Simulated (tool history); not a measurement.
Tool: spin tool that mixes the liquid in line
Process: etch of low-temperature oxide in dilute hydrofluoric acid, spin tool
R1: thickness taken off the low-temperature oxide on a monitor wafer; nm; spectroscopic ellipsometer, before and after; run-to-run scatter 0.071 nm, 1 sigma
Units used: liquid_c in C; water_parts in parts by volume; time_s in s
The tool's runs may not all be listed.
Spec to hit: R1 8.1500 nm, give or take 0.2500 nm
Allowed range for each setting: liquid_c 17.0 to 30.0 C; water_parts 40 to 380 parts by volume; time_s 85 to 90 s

Run 1, hour 0.0: liquid_c 22.0 C, water_parts 210 parts by volume, time_s 85 s. Result: R1 12.4000 nm.
Run 2, hour 8.9: liquid_c 22.0 C, water_parts 155 parts by volume, time_s 85 s. Result: R1 18.1720 nm.
Run 3, hour 12.0: liquid_c 21.5 C, water_parts 165 parts by volume, time_s 85 s. Result: R1 16.3570 nm.
Run 4, hour 13.3: liquid_c 21.0 C, water_parts 175 parts by volume, time_s 85 s. Result: R1 14.9680 nm.
Run 5, hour 20.6: liquid_c 20.5 C, water_parts 185 parts by volume, time_s 85 s. Result: R1 13.7000 nm.
Run 6, hour 21.2: liquid_c 20.5 C, water_parts 220 parts by volume, time_s 85 s. Result: R1 11.1040 nm.
Run 7, hour 29.6: liquid_c 20.0 C, water_parts 225 parts by volume, time_s 85 s. Result: R1 10.6100 nm.
Run 8, hour 36.3: liquid_c 19.5 C, water_parts 230 parts by volume, time_s 85 s. Result: R1 10.0220 nm.
Run 9, hour 38.2: liquid_c 19.0 C, water_parts 230 parts by volume, time_s 85 s. Result: R1 9.9175 nm.
Run 10, hour 44.2: liquid_c 19.0 C, water_parts 235 parts by volume, time_s 85 s. Result: R1 9.7505 nm.
Run 11, hour 48.2: liquid_c 19.0 C, water_parts 235 parts by volume, time_s 85 s. Result: R1 9.8161 nm.
Run 12, hour 57.2: liquid_c 19.0 C, water_parts 240 parts by volume, time_s 85 s. Result: R1 9.4475 nm.
Run 13, hour 64.7: liquid_c 18.0 C, water_parts 250 parts by volume, time_s 85 s. Result: R1 8.6527 nm.

Which single option among these 5 for the next run brings every result within its allowed miss of target? Just one does.
Run A, hour 72.2: liquid_c 18.0 C, water_parts 260 parts by volume, time_s 85 s. Result: R1 ?.
Run B, hour 72.2: liquid_c 18.5 C, water_parts 245 parts by volume, time_s 85 s. Result: R1 ?.
Run C, hour 72.2: liquid_c 17.0 C, water_parts 245 parts by volume, time_s 90 s. Result: R1 ?.
Run D, hour 72.2: liquid_c 17.5 C, water_parts 275 parts by volume, time_s 85 s. Result: R1 ?.
Run E, hour 72.2: liquid_c 17.0 C, water_parts 250 parts by volume, time_s 90 s. Result: R1 ?.

move      R1
   A  8.1277
   B  8.9106
   C  8.9038
   D  7.4410
   E  8.6877
A: every result lands within tolerance
B: further off than the last run
C: further off than the last run
D: takes the result that was furthest off past its target
E: further off than the last run
So the answer is move A, the one that meets all the targets.
